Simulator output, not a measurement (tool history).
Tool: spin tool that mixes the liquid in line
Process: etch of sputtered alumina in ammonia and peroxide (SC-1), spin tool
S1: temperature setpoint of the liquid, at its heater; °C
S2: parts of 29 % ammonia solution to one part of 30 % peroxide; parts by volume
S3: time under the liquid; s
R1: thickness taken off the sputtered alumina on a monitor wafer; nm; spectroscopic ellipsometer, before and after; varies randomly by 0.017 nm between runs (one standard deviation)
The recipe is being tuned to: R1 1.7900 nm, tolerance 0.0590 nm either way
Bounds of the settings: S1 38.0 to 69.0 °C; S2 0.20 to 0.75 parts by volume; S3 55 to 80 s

run 1 hour=0.0 | S1=53.0 S2=0.45 S3=80 | R1=5.0102
run 2 hour=4.4 | S1=53.0 S2=0.35 S3=80 | R1=4.8174
run 3 hour=7.9 | S1=53.0 S2=0.35 S3=80 | R1=4.9111
run 4 hour=10.0 | S1=49.5 S2=0.30 S3=75 | R1=3.6691
run 5 hour=13.1 | S1=49.5 S2=0.30 S3=80 | R1=3.9338
run 6 hour=22.1 | S1=43.0 S2=0.30 S3=80 | R1=2.7532
run 7 hour=26.9 | S1=42.0 S2=0.30 S3=75 | R1=2.4013
run 8 hour=31.7 | S1=41.0 S2=0.30 S3=75 | R1=2.2883
run 9 hour=40.3 | S1=40.5 S2=0.30 S3=75 | R1=2.2055
run 10 hour=46.0 | S1=38.0 S2=0.30 S3=60 | R1=1.5503
run 11 hour=50.7 | S1=38.5 S2=0.30 S3=60 | R1=1.5465
run 12 hour=57.7 | S1=42.0 S2=0.30 S3=60 | R1=1.9457
run 13 hour=66.5 | S1=41.5 S2=0.30 S3=60 | R1=1.8828

Pick the move, out of 5, that brings all results within their allowed miss; only one does.
run A hour=75.3 | S1=38.5 S2=0.30 S3=75 | R1=?
run B hour=75.3 | S1=44.0 S2=0.20 S3=55 | R1=?
run C hour=75.3 | S1=40.5 S2=0.30 S3=70 | R1=?
run D hour=75.3 | S1=40.5 S2=0.30 S3=65 | R1=?
run E hour=75.3 | S1=38.0 S2=0.30 S3=70 | R1=?

move=A R1=1.9596
move=B R1=1.9073
move=C R1=2.0591
move=D R1=1.9120
move=E R1=1.7751
A: moves away from the targets compared with the last run
B: moves away from the targets compared with the last run
C: moves away from the targets compared with the last run
D: moves away from the targets compared with the last run
E: all results land within tolerance of their targets
So the answer is move E, the one that meets all the targets.
